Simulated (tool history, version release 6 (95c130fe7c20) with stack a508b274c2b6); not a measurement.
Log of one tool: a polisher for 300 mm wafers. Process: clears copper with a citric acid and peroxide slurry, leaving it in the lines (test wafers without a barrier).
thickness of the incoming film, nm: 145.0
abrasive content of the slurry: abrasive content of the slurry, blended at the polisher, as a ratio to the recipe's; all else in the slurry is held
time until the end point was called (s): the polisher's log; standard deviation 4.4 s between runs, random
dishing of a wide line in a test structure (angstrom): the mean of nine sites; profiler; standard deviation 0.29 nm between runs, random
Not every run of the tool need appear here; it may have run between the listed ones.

run    day  flow of slurry (ml/min)  pressure of the wafer on the pad (kPa)  speed of the pad under the wafer (cm/s)  abrasive content of the slurry  overpolish time after the end point (s)  time until the end point was called (s)  dishing of a wide line in a test structure (angstrom)
  1  0.000                      135                                    14.5                                      120                            1.00                                       19                                   84.038                                                 204.95
  2  0.321                      135                                    14.5                                      134                            1.00                                       19                                   75.494                                                 214.77
  3  0.533                      135                                    14.5                                      156                            1.00                                       19                                   67.746                                                 239.05
  4  0.683                      125                                    11.7                                      122                            0.95                                       22                                   98.292                                                 200.68
  5  1.000                      125                                    14.5                                      122                            0.95                                       22                                   81.679                                                 216.95
  6  1.267                      115                                    11.7                                      100                            0.80                                       25                                  131.370                                                 179.40
  7  1.500                      115                                    11.7                                      100                            0.80                                       25                                  129.010                                                 176.26
  8  1.704                      115                                    10.3                                       90                            0.80                                       26                                  158.040                                                 164.56
  9  1.812                      115                                     9.0                                       86                            0.80                                       26                                  185.840                                                 137.23
 10  2.017                      115                                     8.3                                       86                            0.80                                       27                                  196.820                                                 136.32

Forecast run 11:
 11  2.371                      115                                     8.3                                       86                            0.80                                       27                                        ?                                                      ?

Run 11 came out at time until the end point was called (s) 197.330, dishing of a wide line in a test structure (angstrom) 143.64.
